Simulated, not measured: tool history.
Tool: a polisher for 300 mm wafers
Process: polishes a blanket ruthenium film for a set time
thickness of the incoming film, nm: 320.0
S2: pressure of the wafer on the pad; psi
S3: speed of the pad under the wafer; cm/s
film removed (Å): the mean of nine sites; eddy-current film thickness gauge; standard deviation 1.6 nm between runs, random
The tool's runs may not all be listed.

Run 1, hour 0.0: flow of slurry (ml/min) 215, S2 2.1 psi, S3 128 cm/s, polishing time (s) 108. Result: film removed (Å) 1938.70.
Run 2, hour 6.1: flow of slurry (ml/min) 215, S2 2.0 psi, S3 128 cm/s, polishing time (s) 108. Result: film removed (Å) 1873.10.
Run 3, hour 13.3: flow of slurry (ml/min) 215, S2 1.8 psi, S3 128 cm/s, polishing time (s) 108. Result: film removed (Å) 1689.80.
Run 4, hour 16.9: flow of slurry (ml/min) 215, S2 1.8 psi, S3 128 cm/s, polishing time (s) 108. Result: film removed (Å) 1699.10.
Run 5, hour 22.4: flow of slurry (ml/min) 215, S2 1.5 psi, S3 128 cm/s, polishing time (s) 108. Result: film removed (Å) 1368.90.
Run 6, hour 23.1: flow of slurry (ml/min) 215, S2 1.5 psi, S3 128 cm/s, polishing time (s) 113. Result: film removed (Å) 1464.50.
Run 7, hour 31.7: flow of slurry (ml/min) 215, S2 1.0 psi, S3 120 cm/s, polishing time (s) 113. Result: film removed (Å) 934.34.

Predict the results of run 8:
Run 8, hour 35.1: flow of slurry (ml/min) 215, S2 1.1 psi, S3 120 cm/s, polishing time (s) 113. Result: film removed (Å) ?.

film removed (Å): 1033.20

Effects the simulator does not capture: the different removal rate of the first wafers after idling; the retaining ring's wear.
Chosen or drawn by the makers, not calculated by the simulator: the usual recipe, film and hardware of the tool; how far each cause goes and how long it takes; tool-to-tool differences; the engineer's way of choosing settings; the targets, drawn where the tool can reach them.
